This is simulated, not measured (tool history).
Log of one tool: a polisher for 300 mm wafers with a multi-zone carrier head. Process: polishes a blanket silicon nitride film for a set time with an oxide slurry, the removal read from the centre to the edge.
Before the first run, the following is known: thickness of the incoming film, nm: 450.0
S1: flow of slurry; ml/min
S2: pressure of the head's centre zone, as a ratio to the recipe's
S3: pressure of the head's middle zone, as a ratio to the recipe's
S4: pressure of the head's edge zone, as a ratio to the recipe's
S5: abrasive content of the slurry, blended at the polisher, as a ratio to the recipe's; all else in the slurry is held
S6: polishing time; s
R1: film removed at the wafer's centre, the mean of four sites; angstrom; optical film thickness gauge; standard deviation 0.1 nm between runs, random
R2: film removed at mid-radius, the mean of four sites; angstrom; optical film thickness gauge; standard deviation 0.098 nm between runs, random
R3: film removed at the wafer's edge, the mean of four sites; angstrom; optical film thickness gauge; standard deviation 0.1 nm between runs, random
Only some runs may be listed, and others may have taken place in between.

run  hour   S1    S2    S3    S4    S5  S6      R1      R2      R3
  1   0.0  170  1.00  1.00  1.00  1.00  31  200.60  206.78  204.58
  2   4.6  170  1.00  1.00  1.00  0.80  31  185.54  190.14  188.14
  3   5.7  170  1.00  1.00  1.00  0.90  31  193.34  199.63  195.98
  4   7.9  155  1.00  1.00  1.00  0.90  31  189.35  196.40  194.00
  5  15.9  150  0.99  0.97  0.98  0.85  30  178.31  181.19  181.07
  6  20.5  145  0.97  0.95  0.98  0.80  30  171.89  171.99  179.95
  7  29.2  145  0.97  0.95  0.98  0.80  30  171.85  174.91  176.54
  8  34.1  140  0.96  0.93  0.98  0.75  29  157.65  159.29  168.76
  9  35.0  135  0.95  0.91  0.96  0.70  29  152.46  150.80  160.09
 10  40.1  130  0.94  0.89  0.94  0.70  29  147.51  152.41  157.57
 11  43.4  125  0.96  0.82  0.98  0.50  27  127.71  117.54  135.34
 12  48.6  125  0.96  0.82  0.98  0.50  27  126.40  117.87  134.98
 13  53.7  130  0.96  0.83  0.98  0.50  27  128.30  122.41  136.10

Predict the results of run 14:
 14  55.7  135  0.95  0.83  0.99  0.50  27   ?   ?   ?

R1: 128.29 angstrom
R2: 120.68 angstrom
R3: 137.79 angstrom

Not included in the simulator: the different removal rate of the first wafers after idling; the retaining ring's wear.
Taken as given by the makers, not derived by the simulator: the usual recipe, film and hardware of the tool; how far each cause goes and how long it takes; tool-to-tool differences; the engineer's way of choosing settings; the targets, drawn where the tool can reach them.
